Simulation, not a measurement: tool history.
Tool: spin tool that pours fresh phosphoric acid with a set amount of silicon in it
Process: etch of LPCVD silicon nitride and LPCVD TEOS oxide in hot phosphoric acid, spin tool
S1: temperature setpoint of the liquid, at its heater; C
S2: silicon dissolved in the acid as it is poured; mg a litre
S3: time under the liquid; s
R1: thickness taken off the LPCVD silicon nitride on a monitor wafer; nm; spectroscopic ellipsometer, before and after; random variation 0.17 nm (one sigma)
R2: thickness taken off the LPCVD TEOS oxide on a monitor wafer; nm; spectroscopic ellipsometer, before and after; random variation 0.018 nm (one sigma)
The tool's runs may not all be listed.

run  hour     S1    S2   S3      R1       R2
  1   0.0  163.0  24.5  180  17.289  0.39442
  2   6.0  163.0  24.5  220  21.245  0.41432
  3  10.7  163.0  24.5  180  17.325  0.38180
  4  11.6  163.5  29.0  195  19.174  0.33534
  5  13.7  162.5  29.0  195  18.644  0.31430
  6  17.5  163.0  32.5  205  19.893  0.31571
  7  20.9  163.0  35.5  215  20.639  0.30077

The next listed run, before its measurement:
  8  22.0  163.0  38.0  225   ?   ?

R1: 21.857 nm
R2: 0.29717 nm
